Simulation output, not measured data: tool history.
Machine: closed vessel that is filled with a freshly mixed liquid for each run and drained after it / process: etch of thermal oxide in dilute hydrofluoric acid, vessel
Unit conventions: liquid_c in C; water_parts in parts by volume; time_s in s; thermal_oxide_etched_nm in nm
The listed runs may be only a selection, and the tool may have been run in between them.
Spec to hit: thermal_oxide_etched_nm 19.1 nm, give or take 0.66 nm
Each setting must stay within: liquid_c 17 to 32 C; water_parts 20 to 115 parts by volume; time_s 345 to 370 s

| run | hour | liquid_c | water_parts | time_s | thermal_oxide_etched_nm |
|---|---|---|---|---|---|
| 1 | 0 | 24 | 65 | 345 | 24.795 |
| 2 | 7.2 | 27.5 | 65 | 345 | 28.243 |
| 3 | 12.8 | 27.5 | 80 | 345 | 22.997 |
| 4 | 20.5 | 27.5 | 60 | 345 | 30.286 |
| 5 | 29.5 | 27.5 | 45 | 345 | 41.903 |
| 6 | 32 | 27.5 | 65 | 345 | 28.765 |
| 7 | 35.2 | 23.5 | 70 | 345 | 22.091 |
| 8 | 41.5 | 22.5 | 70 | 345 | 21.096 |
| 9 | 48.7 | 22 | 70 | 345 | 21.154 |

Exercise: of the 4 proposed moves below, exactly one satisfies all targets within the stated allowed misses. Which move is it?
| A | 55.9 | 22 | 65 | 360 | ? |
| B | 55.9 | 22.5 | 65 | 370 | ? |
| C | 55.9 | 23.5 | 85 | 370 | ? |
| D | 55.9 | 20.5 | 65 | 365 | ? |

| move | thermal_oxide_etched_nm |
|---|---|
| A | 23.655 |
| B | 24.819 |
| C | 19.281 |
| D | 22.533 |
A: misses by more than the last run did
B: misses by more than the last run did
C: all results land within tolerance of their targets
D: misses by more than the last run did
Go with C: it meets all targets.
